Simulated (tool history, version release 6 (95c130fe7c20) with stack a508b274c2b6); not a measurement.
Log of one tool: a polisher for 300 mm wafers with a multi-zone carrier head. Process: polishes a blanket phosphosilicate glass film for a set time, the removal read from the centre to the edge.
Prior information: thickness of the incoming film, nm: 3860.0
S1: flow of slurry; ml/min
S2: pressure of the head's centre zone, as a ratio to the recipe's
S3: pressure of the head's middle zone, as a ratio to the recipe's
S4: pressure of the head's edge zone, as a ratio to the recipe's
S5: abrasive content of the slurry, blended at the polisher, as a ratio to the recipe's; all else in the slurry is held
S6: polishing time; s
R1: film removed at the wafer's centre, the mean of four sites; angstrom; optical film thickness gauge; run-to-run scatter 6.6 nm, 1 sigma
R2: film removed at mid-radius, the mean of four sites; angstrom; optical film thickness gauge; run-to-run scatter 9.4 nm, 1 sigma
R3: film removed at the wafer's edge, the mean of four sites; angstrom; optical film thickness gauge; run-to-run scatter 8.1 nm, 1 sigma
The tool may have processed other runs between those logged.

{"run": 1, "hour": 0.0, "S1": 240, "S2": 1, "S3": 1, "S4": 1, "S5": 1, "S6": 88, "R1": 5188, "R2": 5254.2, "R3": 5201.8}
{"run": 2, "hour": 7.5, "S1": 240, "S2": 1, "S3": 0.96, "S4": 1, "S5": 1, "S6": 88, "R1": 5255.5, "R2": 5218.1, "R3": 5286.4}
{"run": 3, "hour": 13.3, "S1": 240, "S2": 1, "S3": 1.03, "S4": 1, "S5": 1, "S6": 88, "R1": 5173.9, "R2": 5515.6, "R3": 5328.3}
{"run": 4, "hour": 14.0, "S1": 240, "S2": 1, "S3": 1.03, "S4": 1, "S5": 1, "S6": 80, "R1": 4750.2, "R2": 5026.1, "R3": 4818.2}
{"run": 5, "hour": 17.5, "S1": 240, "S2": 1, "S3": 1.03, "S4": 1.05, "S5": 1, "S6": 80, "R1": 4780.3, "R2": 5131, "R3": 4939.3}
{"run": 6, "hour": 24.2, "S1": 240, "S2": 1, "S3": 1.03, "S4": 1.05, "S5": 0.8, "S6": 80, "R1": 4503.3, "R2": 4704.8, "R3": 4565.6}
{"run": 7, "hour": 27.6, "S1": 245, "S2": 1.02, "S3": 1.03, "S4": 1.07, "S5": 1, "S6": 81, "R1": 4949.4, "R2": 4942.3, "R3": 5066.8}
{"run": 8, "hour": 31.9, "S1": 245, "S2": 1.03, "S3": 1.06, "S4": 1.05, "S5": 1.15, "S6": 83, "R1": 5306.4, "R2": 5634.6, "R3": 5185.9}
{"run": 9, "hour": 38.6, "S1": 265, "S2": 1.03, "S3": 1, "S4": 1.15, "S5": 1.4, "S6": 90, "R1": 6108.1, "R2": 6166.8, "R3": 6406.3}
{"run": 10, "hour": 40.3, "S1": 270, "S2": 1.04, "S3": 1.02, "S4": 1.15, "S5": 1.45, "S6": 90, "R1": 6241.7, "R2": 6233.4, "R3": 6423.4}

Forecast run 11:
{"run": 11, "hour": 41.3, "S1": 270, "S2": 1.04, "S3": 1.04, "S4": 1.15, "S5": 1.45, "S6": 91, "R1": "?", "R2": "?", "R3": "?"}

{"run 11": {"R1": 6347, "R2": 6512.2, "R3": 6671.4}}
